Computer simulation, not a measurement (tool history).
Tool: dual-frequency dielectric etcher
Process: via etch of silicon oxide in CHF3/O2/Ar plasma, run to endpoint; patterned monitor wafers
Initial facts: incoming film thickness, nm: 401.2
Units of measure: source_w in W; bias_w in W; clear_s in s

{"run": 1, "hour": 0.0, "source_w": 860, "bias_w": 183, "clear_s": 183.83}
{"run": 2, "hour": 3.2, "source_w": 890, "bias_w": 184, "clear_s": 181.34}
{"run": 3, "hour": 5.4, "source_w": 890, "bias_w": 157, "clear_s": 194.12}
{"run": 4, "hour": 9.6, "source_w": 920, "bias_w": 159, "clear_s": 189.48}
{"run": 5, "hour": 11.4, "source_w": 1030, "bias_w": 159, "clear_s": 179.22}
{"run": 6, "hour": 12.4, "source_w": 1050, "bias_w": 160, "clear_s": 178.43}
{"run": 7, "hour": 18.6, "source_w": 1070, "bias_w": 161, "clear_s": 176.03}
{"run": 8, "hour": 19.2, "source_w": 1080, "bias_w": 162, "clear_s": 175.41}
{"run": 9, "hour": 23.4, "source_w": 1090, "bias_w": 163, "clear_s": 172.16}

Run 10 comes next. What will it give?
{"run": 10, "hour": 32.2, "source_w": 1100, "bias_w": 163, "clear_s": "?"}

clear_s: 173.79 s
